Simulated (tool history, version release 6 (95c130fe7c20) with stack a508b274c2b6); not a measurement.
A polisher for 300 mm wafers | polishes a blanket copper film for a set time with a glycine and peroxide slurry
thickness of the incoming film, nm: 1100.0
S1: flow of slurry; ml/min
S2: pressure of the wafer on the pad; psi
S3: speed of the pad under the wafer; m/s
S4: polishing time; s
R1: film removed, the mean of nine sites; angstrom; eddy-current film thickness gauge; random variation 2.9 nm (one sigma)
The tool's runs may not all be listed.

run	hour	S1	S2	S3	S4	R1
1	0.0	220	2.7	1.28	77	5059.7
2	5.7	215	2.6	1.28	77	4972.1
3	13.8	215	2.5	1.28	77	4813.3
4	20.4	215	2.5	1.52	77	5521.2
5	24.4	215	2.5	1.52	77	5593.3
6	31.1	215	2.0	1.52	77	4768.7
7	37.2	215	1.9	1.52	77	4499.0
8	39.3	195	1.6	1.52	77	3903.1
9	46.3	200	1.6	1.52	77	4002.2
10	50.4	210	1.6	1.52	77	3986.3

Run 11 comes next. What will it give?
11	54.3	215	1.6	1.52	77	?

R1: 4022.2 angstrom
